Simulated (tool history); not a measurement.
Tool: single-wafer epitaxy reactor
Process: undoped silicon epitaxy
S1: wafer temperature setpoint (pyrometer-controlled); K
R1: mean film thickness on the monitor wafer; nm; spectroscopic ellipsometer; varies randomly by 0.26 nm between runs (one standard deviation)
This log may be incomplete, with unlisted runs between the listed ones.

{"run": 1, "hour": 0.0, "S1": 943.15, "deposition time (s)": 472, "R1": 120.19}
{"run": 2, "hour": 3.2, "S1": 941.15, "deposition time (s)": 472, "R1": 115.87}
{"run": 3, "hour": 11.1, "S1": 939.15, "deposition time (s)": 472, "R1": 111.41}
{"run": 4, "hour": 19.9, "S1": 933.15, "deposition time (s)": 472, "R1": 99.826}
{"run": 5, "hour": 26.6, "S1": 933.15, "deposition time (s)": 534, "R1": 112.68}
{"run": 6, "hour": 31.8, "S1": 933.15, "deposition time (s)": 577, "R1": 121.69}

Forecast run 7:
{"run": 7, "hour": 34.0, "S1": 931.15, "deposition time (s)": 576, "R1": "?"}

R1: 117.970 nm
